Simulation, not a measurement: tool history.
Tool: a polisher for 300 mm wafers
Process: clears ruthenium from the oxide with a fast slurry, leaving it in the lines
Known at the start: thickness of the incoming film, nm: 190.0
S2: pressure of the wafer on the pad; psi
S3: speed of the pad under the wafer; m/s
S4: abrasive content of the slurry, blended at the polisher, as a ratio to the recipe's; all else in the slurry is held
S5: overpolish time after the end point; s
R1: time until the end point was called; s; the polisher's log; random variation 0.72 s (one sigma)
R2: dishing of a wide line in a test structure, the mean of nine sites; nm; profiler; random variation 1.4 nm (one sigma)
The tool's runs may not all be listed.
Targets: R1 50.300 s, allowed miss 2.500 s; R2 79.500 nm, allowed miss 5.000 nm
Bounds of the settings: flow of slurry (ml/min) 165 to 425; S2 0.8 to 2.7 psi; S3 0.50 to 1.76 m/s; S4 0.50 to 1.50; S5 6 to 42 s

run 1 hour=0.0 | flow_of_slurry_(ml/min)=275 S2=1.7 S3=1.12 S4=1.00 S5=21 | R1=79.736 R2=37.954
run 2 hour=6.1 | flow_of_slurry_(ml/min)=275 S2=1.8 S3=1.12 S4=1.00 S5=22 | R1=75.782 R2=40.334
run 3 hour=10.0 | flow_of_slurry_(ml/min)=275 S2=1.8 S3=1.12 S4=0.85 S5=22 | R1=81.563 R2=37.536
run 4 hour=13.9 | flow_of_slurry_(ml/min)=275 S2=1.4 S3=1.12 S4=0.85 S5=22 | R1=100.010 R2=30.807
run 5 hour=18.4 | flow_of_slurry_(ml/min)=275 S2=1.4 S3=1.12 S4=0.75 S5=22 | R1=107.620 R2=29.530
run 6 hour=21.2 | flow_of_slurry_(ml/min)=210 S2=1.4 S3=1.12 S4=0.75 S5=22 | R1=113.590 R2=27.234
run 7 hour=24.2 | flow_of_slurry_(ml/min)=215 S2=1.6 S3=1.12 S4=0.75 S5=23 | R1=99.255 R2=32.372
run 8 hour=27.6 | flow_of_slurry_(ml/min)=220 S2=1.8 S3=1.12 S4=0.75 S5=24 | R1=86.705 R2=38.016
run 9 hour=28.7 | flow_of_slurry_(ml/min)=220 S2=1.9 S3=1.12 S4=0.75 S5=25 | R1=80.368 R2=41.456

4 next moves are on the table. One of them brings every result within its allowed miss. Which?
run A hour=29.8 | flow_of_slurry_(ml/min)=190 S2=2.7 S3=1.56 S4=0.70 S5=23 | R1=? R2=?
run B hour=29.8 | flow_of_slurry_(ml/min)=195 S2=1.8 S3=1.54 S4=1.40 S5=33 | R1=? R2=?
run C hour=29.8 | flow_of_slurry_(ml/min)=225 S2=2.6 S3=1.26 S4=0.85 S5=29 | R1=? R2=?
run D hour=29.8 | flow_of_slurry_(ml/min)=280 S2=2.6 S3=1.42 S4=0.80 S5=24 | R1=? R2=?

move=A R1=44.448 R2=64.992
move=B R1=49.552 R2=79.787
move=C R1=50.804 R2=70.480
move=D R1=45.512 R2=66.022
A: takes the result that was furthest off past its target
B: meets every target
C: brings the result that was furthest off to its target, and leaves another outside
D: takes the result that was furthest off past its target
The right move is B.
